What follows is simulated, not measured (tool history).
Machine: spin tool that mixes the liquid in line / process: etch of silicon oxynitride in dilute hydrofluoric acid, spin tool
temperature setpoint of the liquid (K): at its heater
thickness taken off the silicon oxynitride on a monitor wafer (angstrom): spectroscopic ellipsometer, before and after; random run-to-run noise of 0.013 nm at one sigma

run    day  temperature setpoint of the liquid (K)  parts of water to one part of 49 % hydrofluoric acid (parts by volume)  time under the liquid (s)  thickness taken off the silicon oxynitride on a monitor wafer (angstrom)
  1  0.000                                  293.15                                                                      75                         80                                                                    21.873
  2  0.233                                  293.15                                                                      75                         60                                                                    16.310
  3  0.292                                  292.15                                                                      75                         60                                                                    15.280
  4  0.433                                  292.15                                                                      75                         80                                                                    20.530
  5  0.800                                  292.15                                                                      55                         80                                                                    28.433
  6  1.133                                  291.65                                                                      65                         80                                                                    23.246
  7  1.333                                  291.15                                                                      75                         80                                                                    19.256
  8  1.612                                  290.65                                                                      80                         80                                                                    17.708

The next listed run, before its measurement:
  9  1.700                                  290.65                                                                      85                         80                                                                         ?

{"run 9": {"thickness taken off the silicon oxynitride on a monitor wafer (angstrom)": 16.9}}
